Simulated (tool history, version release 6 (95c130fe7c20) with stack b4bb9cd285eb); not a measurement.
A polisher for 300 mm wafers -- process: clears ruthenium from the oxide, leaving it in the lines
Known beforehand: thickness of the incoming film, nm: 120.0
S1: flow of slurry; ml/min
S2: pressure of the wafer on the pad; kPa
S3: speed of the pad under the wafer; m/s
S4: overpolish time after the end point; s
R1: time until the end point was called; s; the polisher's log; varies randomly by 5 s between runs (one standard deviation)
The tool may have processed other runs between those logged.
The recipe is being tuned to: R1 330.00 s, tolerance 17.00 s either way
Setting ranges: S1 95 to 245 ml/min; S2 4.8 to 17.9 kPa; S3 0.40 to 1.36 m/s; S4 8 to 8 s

Run 1, hour 0.0: S1 155 ml/min, S2 11.0 kPa, S3 0.88 m/s, S4 8 s. Result: R1 186.05 s.
Run 2, hour 4.7: S1 155 ml/min, S2 12.4 kPa, S3 0.88 m/s, S4 8 s. Result: R1 165.35 s.
Run 3, hour 12.8: S1 155 ml/min, S2 12.4 kPa, S3 0.74 m/s, S4 8 s. Result: R1 199.75 s.
Run 4, hour 16.3: S1 155 ml/min, S2 13.8 kPa, S3 0.74 m/s, S4 8 s. Result: R1 179.60 s.
Run 5, hour 20.7: S1 155 ml/min, S2 12.4 kPa, S3 0.74 m/s, S4 8 s. Result: R1 195.96 s.
Run 6, hour 23.0: S1 155 ml/min, S2 11.0 kPa, S3 0.74 m/s, S4 8 s. Result: R1 216.36 s.
Run 7, hour 31.3: S1 155 ml/min, S2 10.3 kPa, S3 0.74 m/s, S4 8 s. Result: R1 235.83 s.
Run 8, hour 33.2: S1 155 ml/min, S2 9.7 kPa, S3 0.74 m/s, S4 8 s. Result: R1 251.21 s.
Run 9, hour 41.2: S1 155 ml/min, S2 9.0 kPa, S3 0.74 m/s, S4 8 s. Result: R1 273.41 s.
Run 10, hour 45.4: S1 155 ml/min, S2 8.3 kPa, S3 0.74 m/s, S4 8 s. Result: R1 287.53 s.

Pick the move, out of 5, that brings all results within their allowed miss; only one does.
Run A, hour 49.6: S1 205 ml/min, S2 9.0 kPa, S3 0.76 m/s, S4 8 s. Result: R1 ?.
Run B, hour 49.6: S1 180 ml/min, S2 9.7 kPa, S3 0.72 m/s, S4 8 s. Result: R1 ?.
Run C, hour 49.6: S1 150 ml/min, S2 9.0 kPa, S3 0.68 m/s, S4 8 s. Result: R1 ?.
Run D, hour 49.6: S1 205 ml/min, S2 6.2 kPa, S3 0.82 m/s, S4 8 s. Result: R1 ?.
Run E, hour 49.6: S1 115 ml/min, S2 10.3 kPa, S3 0.66 m/s, S4 8 s. Result: R1 ?.

move      R1
   A  248.99
   B  248.82
   C  291.25
   D  328.82
   E  276.56
A: lands further from the targets than the last run did
B: lands further from the targets than the last run did
C: nearer than the last run, and not there yet
D: each result inside its tolerance
E: lands further from the targets than the last run did
Move D is the one to make.
